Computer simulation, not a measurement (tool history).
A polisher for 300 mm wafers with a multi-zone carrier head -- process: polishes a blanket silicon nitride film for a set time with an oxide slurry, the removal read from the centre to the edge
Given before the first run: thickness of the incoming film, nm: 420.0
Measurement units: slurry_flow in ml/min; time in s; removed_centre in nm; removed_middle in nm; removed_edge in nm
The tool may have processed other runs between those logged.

run    day  slurry_flow  centre_zone  middle_zone  edge_zone  slurry_solids  time  removed_centre  removed_middle  removed_edge
  1  0.000          255         1.00         1.00       1.00           1.00    53          40.882          40.182        41.107
  2  0.133          260         1.02         1.02       1.05           1.15    54          44.985          43.981        45.174
  3  0.250          300         1.02         1.02       1.05           1.15    54          46.057          44.968        45.044
  4  0.321          300         0.94         1.02       1.05           1.15    54          42.912          45.337        44.838
  5  0.654          340         0.94         1.02       1.05           1.15    54          43.389          46.104        46.603
  6  0.792          340         0.99         1.02       1.05           1.15    54          44.847          46.056        45.379
  7  1.042          345         1.05         0.97       1.15           1.40    62          58.622          54.208        59.607
  8  1.396          345         1.06         0.98       1.16           1.45    62          59.927          55.196        59.941
  9  1.496          350         1.06         0.99       1.16           1.45    62          59.790          56.178        61.025
 10  1.554          355         1.07         1.00       1.16           1.45    62          60.861          56.387        60.877
 11  1.750          360         1.07         1.01       1.16           1.45    62          61.708          56.984        61.475

Estimate the outcome of run 12 from the log above:
 12  1.804          365         1.07         1.02       1.16           1.45    62               ?               ?             ?

{"run 12": {"removed_centre": 61.677, "removed_middle": 57.755, "removed_edge": 59.675}}
